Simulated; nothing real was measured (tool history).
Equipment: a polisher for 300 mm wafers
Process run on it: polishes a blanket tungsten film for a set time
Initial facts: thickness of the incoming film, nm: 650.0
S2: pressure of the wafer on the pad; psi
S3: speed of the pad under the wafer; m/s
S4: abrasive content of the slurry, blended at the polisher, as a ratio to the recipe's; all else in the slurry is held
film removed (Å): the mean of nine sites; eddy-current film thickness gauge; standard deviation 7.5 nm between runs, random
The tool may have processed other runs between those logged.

run 1 hour=0 | flow_of_slurry_(ml/min)=180 S2=2.5 S3=1.34 S4=1 polishing_time_(s)=78 | film_removed_(Å)=3915.7
run 2 hour=1.7 | flow_of_slurry_(ml/min)=180 S2=2.5 S3=1.08 S4=1 polishing_time_(s)=78 | film_removed_(Å)=3204.4
run 3 hour=4.6 | flow_of_slurry_(ml/min)=160 S2=2.5 S3=1.08 S4=1 polishing_time_(s)=78 | film_removed_(Å)=3166.8
run 4 hour=8.8 | flow_of_slurry_(ml/min)=160 S2=2.5 S3=1.08 S4=1.1 polishing_time_(s)=78 | film_removed_(Å)=3213.2
run 5 hour=15.7 | flow_of_slurry_(ml/min)=160 S2=2.2 S3=1.08 S4=1.1 polishing_time_(s)=78 | film_removed_(Å)=2811.7
run 6 hour=20.6 | flow_of_slurry_(ml/min)=125 S2=2.2 S3=1.08 S4=1.1 polishing_time_(s)=78 | film_removed_(Å)=2772.6
run 7 hour=23.8 | flow_of_slurry_(ml/min)=125 S2=2.6 S3=1.1 S4=1.1 polishing_time_(s)=78 | film_removed_(Å)=3260
run 8 hour=28.1 | flow_of_slurry_(ml/min)=130 S2=2.9 S3=1.12 S4=1.1 polishing_time_(s)=78 | film_removed_(Å)=3771

The next listed run, before its measurement:
run 9 hour=34 | flow_of_slurry_(ml/min)=130 S2=3.1 S3=1.12 S4=1.1 polishing_time_(s)=78 | film_removed_(Å)=?

film removed (Å): 4058.3
